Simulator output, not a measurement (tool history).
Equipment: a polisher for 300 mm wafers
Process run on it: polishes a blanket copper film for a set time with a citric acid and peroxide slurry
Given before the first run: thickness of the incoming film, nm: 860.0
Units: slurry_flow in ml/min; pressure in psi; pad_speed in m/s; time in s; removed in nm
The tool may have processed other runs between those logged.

run	day	slurry_flow	pressure	pad_speed	slurry_solids	time	removed
1	0	195	2.9	1.16	1	110	283.65
2	0.317	195	2.9	1.32	1	110	326.21
3	0.554	195	2.7	1.32	1	110	303.12
4	0.804	195	2.7	1.32	1	116	319.74
5	1.125	195	2.7	1.32	1.2	116	328.91
6	1.454	150	2.7	1.32	1.2	116	322.04
7	1.821	150	2.5	1.32	1.2	116	294.79

Run 8 has not been measured yet. What should we expect?
8	1.9	150	2.3	1.32	1.2	116	?

{"run 8": {"removed": 267.36}}

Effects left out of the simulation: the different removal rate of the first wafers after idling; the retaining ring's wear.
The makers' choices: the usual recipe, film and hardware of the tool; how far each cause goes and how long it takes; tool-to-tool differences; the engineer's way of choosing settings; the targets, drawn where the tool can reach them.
